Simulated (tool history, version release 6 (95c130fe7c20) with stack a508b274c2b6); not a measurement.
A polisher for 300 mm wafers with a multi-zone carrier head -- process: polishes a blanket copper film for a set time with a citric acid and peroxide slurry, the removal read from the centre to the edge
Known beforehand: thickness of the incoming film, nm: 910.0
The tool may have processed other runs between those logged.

run    day  flow of slurry (ml/min)  pressure of the head's centre zone  pressure of the head's middle zone  pressure of the head's edge zone  abrasive content of the slurry  polishing time (s)  film removed at the wafer's centre (nm)  film removed at mid-radius (nm)  film removed at the wafer's edge (nm)
  1      0                      290                                   1                                   1                                 1                               1                  90                                   185.95                           183.81                                 185.29
  2  0.125                      290                                0.99                                   1                              0.98                            0.95                  86                                   169.42                           172.59                                  173.8
  3  0.212                      290                                   1                                   1                              0.96                             0.9                  82                                   166.83                           169.12                                  160.5
  4  0.483                      285                                0.99                                0.98                              0.95                            0.85                  79                                   155.73                           155.57                                 152.38
  5  0.604                      285                                0.99                                0.98                              0.95                            0.95                  79                                   156.46                           156.47                                 156.83
  6  0.879                      285                                0.99                                1.03                              0.95                            0.95                  79                                   160.96                            165.5                                 152.99
  7  1.171                      280                                0.98                                1.01                              0.94                             0.9                  77                                      150                           153.67                                 148.88
  8  1.367                      305                                   1                                1.04                              0.89                            0.65                  52                                   99.112                           98.872                                 91.541

What will run 9 give?
  9  1.412                      305                                   1                                1.04                              0.91                            0.65                  52                                        ?                                ?                                      ?

film removed at the wafer's centre (nm): 99.37
film removed at mid-radius (nm): 99.581
film removed at the wafer's edge (nm): 92.935
